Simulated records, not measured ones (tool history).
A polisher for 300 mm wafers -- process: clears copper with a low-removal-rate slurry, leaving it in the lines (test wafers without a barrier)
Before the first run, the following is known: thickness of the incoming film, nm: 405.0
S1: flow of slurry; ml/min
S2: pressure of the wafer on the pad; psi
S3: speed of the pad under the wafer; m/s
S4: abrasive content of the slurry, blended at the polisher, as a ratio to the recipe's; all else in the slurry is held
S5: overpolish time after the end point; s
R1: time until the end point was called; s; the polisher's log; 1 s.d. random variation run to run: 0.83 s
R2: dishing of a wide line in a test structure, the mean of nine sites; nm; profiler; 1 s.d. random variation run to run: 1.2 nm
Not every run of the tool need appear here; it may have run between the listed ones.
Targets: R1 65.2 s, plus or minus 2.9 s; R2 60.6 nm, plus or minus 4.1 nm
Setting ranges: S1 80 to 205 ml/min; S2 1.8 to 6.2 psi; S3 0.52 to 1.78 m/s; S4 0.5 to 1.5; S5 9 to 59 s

| run | hour | S1 | S2 | S3 | S4 | S5 | R1 | R2 |
|---|---|---|---|---|---|---|---|---|
| 1 | 0 | 135 | 4 | 1.14 | 1 | 30 | 81.189 | 56.659 |
| 2 | 5 | 135 | 4 | 0.92 | 1 | 30 | 98.704 | 51.359 |
| 3 | 9.4 | 135 | 4.3 | 0.92 | 1 | 30 | 92.785 | 53.141 |
| 4 | 15.9 | 135 | 4.3 | 0.92 | 0.8 | 30 | 97.585 | 51.242 |
| 5 | 23.6 | 135 | 4.3 | 1.08 | 0.8 | 30 | 83.506 | 55.725 |
| 6 | 25.8 | 135 | 4.3 | 1.24 | 0.8 | 30 | 73.352 | 59.635 |
| 7 | 28.1 | 135 | 4.4 | 1.24 | 0.8 | 29 | 71.656 | 59.132 |
| 8 | 30.1 | 135 | 4.5 | 1.24 | 0.8 | 29 | 70.698 | 57.536 |
| 9 | 32.7 | 135 | 4.6 | 1.24 | 0.8 | 29 | 67.964 | 60.538 |

Of the 5 settings listed for the next run, only one would bring every result within its allowed miss of target. Which one?
| A | 35.3 | 155 | 4.6 | 1.34 | 0.9 | 31 | ? | ? |
| B | 35.3 | 100 | 5.3 | 1.18 | 0.9 | 28 | ? | ? |
| C | 35.3 | 135 | 4.7 | 1.16 | 0.75 | 34 | ? | ? |
| D | 35.3 | 95 | 4.7 | 1.24 | 0.9 | 47 | ? | ? |
| E | 35.3 | 125 | 4.5 | 1.24 | 0.75 | 39 | ? | ? |

| move | R1 | R2 |
|---|---|---|
| A | 60.209 | 63.921 |
| B | 65.713 | 60.85 |
| C | 73.572 | 61.997 |
| D | 71.514 | 67.741 |
| E | 73.166 | 64.394 |
A: the result that was furthest off in the last run now lies on the other side of its target
B: all results land within tolerance of their targets
C: further off than the last run
D: further off than the last run
E: further off than the last run
Answer: B
